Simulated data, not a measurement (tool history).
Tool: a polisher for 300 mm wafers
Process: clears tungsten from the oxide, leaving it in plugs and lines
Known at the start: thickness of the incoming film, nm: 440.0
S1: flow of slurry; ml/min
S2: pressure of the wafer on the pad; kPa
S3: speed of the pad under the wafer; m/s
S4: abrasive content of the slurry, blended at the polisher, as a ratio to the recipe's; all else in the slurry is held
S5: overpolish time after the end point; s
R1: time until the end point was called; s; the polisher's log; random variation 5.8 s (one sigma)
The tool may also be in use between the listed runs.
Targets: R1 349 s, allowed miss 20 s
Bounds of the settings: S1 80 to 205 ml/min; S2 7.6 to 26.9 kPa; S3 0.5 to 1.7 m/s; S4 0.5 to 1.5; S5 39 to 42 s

run 1 day=0 | S1=135 S2=17.2 S3=1.1 S4=1 S5=39 | R1=149.06
run 2 day=0.279 | S1=135 S2=17.2 S3=1.1 S4=1 S5=42 | R1=148.68
run 3 day=0.475 | S1=135 S2=17.2 S3=1.1 S4=0.8 S5=42 | R1=154.68
run 4 day=0.658 | S1=165 S2=17.2 S3=1.1 S4=0.8 S5=42 | R1=148.46
run 5 day=0.729 | S1=165 S2=17.2 S3=1.1 S4=0.8 S5=42 | R1=148.58
run 6 day=1.104 | S1=165 S2=14.5 S3=1 S4=0.8 S5=42 | R1=193.48
run 7 day=1.442 | S1=165 S2=12.4 S3=0.94 S4=0.8 S5=42 | R1=239.6
run 8 day=1.604 | S1=165 S2=11 S3=0.92 S4=0.8 S5=42 | R1=279.66
run 9 day=1.783 | S1=160 S2=10.3 S3=0.92 S4=0.8 S5=42 | R1=284.5
run 10 day=2.058 | S1=160 S2=9.7 S3=0.92 S4=0.8 S5=42 | R1=304.22
run 11 day=2.292 | S1=155 S2=7.6 S3=0.9 S4=0.8 S5=42 | R1=383.4

Which of these 5 next moves meets every target?
run A day=2.525 | S1=160 S2=7.6 S3=0.78 S4=0.85 S5=42 | R1=?
run B day=2.525 | S1=155 S2=7.6 S3=0.88 S4=0.85 S5=42 | R1=?
run C day=2.525 | S1=155 S2=9 S3=0.7 S4=0.95 S5=42 | R1=?
run D day=2.525 | S1=130 S2=7.6 S3=1.06 S4=0.65 S5=42 | R1=?
run E day=2.525 | S1=145 S2=7.6 S3=0.86 S4=0.85 S5=40 | R1=?

move=A R1=438.25
move=B R1=393.13
move=C R1=410.99
move=D R1=352.1
move=E R1=406.19
A: further off than the last run
B: further off than the last run
C: further off than the last run
D: meets every target
E: further off than the last run
The right move is D.
